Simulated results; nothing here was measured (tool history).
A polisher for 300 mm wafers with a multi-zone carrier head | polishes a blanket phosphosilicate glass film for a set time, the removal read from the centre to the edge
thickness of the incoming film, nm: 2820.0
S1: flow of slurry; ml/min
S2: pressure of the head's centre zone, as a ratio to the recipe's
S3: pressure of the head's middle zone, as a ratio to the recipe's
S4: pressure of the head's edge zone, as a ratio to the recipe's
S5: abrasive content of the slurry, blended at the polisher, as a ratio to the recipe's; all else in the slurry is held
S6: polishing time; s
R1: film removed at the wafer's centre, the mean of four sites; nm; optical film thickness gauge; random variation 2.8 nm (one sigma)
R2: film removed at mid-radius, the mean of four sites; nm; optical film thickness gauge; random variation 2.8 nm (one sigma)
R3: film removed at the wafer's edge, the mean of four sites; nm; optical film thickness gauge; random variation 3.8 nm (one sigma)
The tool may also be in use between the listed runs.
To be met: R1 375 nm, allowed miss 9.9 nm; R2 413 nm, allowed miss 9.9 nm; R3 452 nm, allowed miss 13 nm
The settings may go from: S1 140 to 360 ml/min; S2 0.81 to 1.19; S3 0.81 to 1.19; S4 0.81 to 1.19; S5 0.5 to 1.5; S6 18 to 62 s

run 1 hour=0 | S1=230 S2=1 S3=1 S4=1 S5=1 S6=40 | R1=526.8 R2=498.73 R3=504.46
run 2 hour=2.7 | S1=215 S2=0.95 S3=0.98 S4=1 S5=0.95 S6=40 | R1=485.58 R2=476.62 R3=494.11
run 3 hour=5.9 | S1=215 S2=0.95 S3=0.98 S4=1.08 S5=0.95 S6=40 | R1=483.33 R2=477.62 R3=506.23
run 4 hour=6.6 | S1=215 S2=0.95 S3=0.98 S4=1.08 S5=0.95 S6=49 | R1=601.14 R2=590.24 R3=608.06
run 5 hour=11.7 | S1=215 S2=0.95 S3=0.98 S4=1.16 S5=0.95 S6=49 | R1=589.5 R2=581.25 R3=632.55
run 6 hour=19.7 | S1=215 S2=0.95 S3=0.98 S4=1.16 S5=0.75 S6=49 | R1=555.77 R2=544.76 R3=593.29
run 7 hour=27.1 | S1=200 S2=0.91 S3=0.97 S4=1.14 S5=0.7 S6=47 | R1=491.76 R2=498.01 R3=549.17
run 8 hour=29.9 | S1=190 S2=0.88 S3=0.97 S4=1.12 S5=0.65 S6=46 | R1=454.37 R2=472.9 R3=517.3
run 9 hour=31.2 | S1=180 S2=0.86 S3=0.97 S4=1.11 S5=0.6 S6=45 | R1=411.29 R2=450.82 R3=488.75
run 10 hour=33.9 | S1=175 S2=0.85 S3=0.95 S4=1.08 S5=0.6 S6=45 | R1=415.62 R2=440.04 R3=478.46
run 11 hour=39.1 | S1=170 S2=0.84 S3=0.95 S4=1.08 S5=0.55 S6=45 | R1=391.86 R2=425.92 R3=464.36
-- hour=44.1 centre zone pressure recalibrated
run 12 hour=44.1 | S1=165 S2=0.83 S3=0.95 S4=1.07 S5=0.55 S6=45 | R1=360.59 R2=427.9 R3=465.44
run 13 hour=47.8 | S1=170 S2=0.84 S3=0.94 S4=1.06 S5=0.55 S6=45 | R1=369.55 R2=423.22 R3=459.36

4 next moves are on the table. One of them brings every result within its allowed miss. Which?
run A hour=51.5 | S1=205 S2=0.85 S3=0.93 S4=1.04 S5=0.6 S6=42 | R1=? R2=? R3=?
run B hour=51.5 | S1=170 S2=0.93 S3=1.03 S4=1.06 S5=0.55 S6=41 | R1=? R2=? R3=?
run C hour=51.5 | S1=190 S2=0.98 S3=1.1 S4=1.05 S5=0.75 S6=36 | R1=? R2=? R3=?
run D hour=51.5 | S1=140 S2=0.81 S3=0.93 S4=1.01 S5=0.5 S6=49 | R1=? R2=? R3=?

move=A R1=371.95 R2=411.13 R3=448.71
move=B R1=375.89 R2=414.38 R3=420.81
move=C R1=390.7 R2=430.92 R3=410.09
move=D R1=365.75 R2=427.74 R3=468.76
A: meets every target
B: brings the result that was furthest off to its target, and leaves another outside
C: further off than the last run
D: further off than the last run
Answer: A
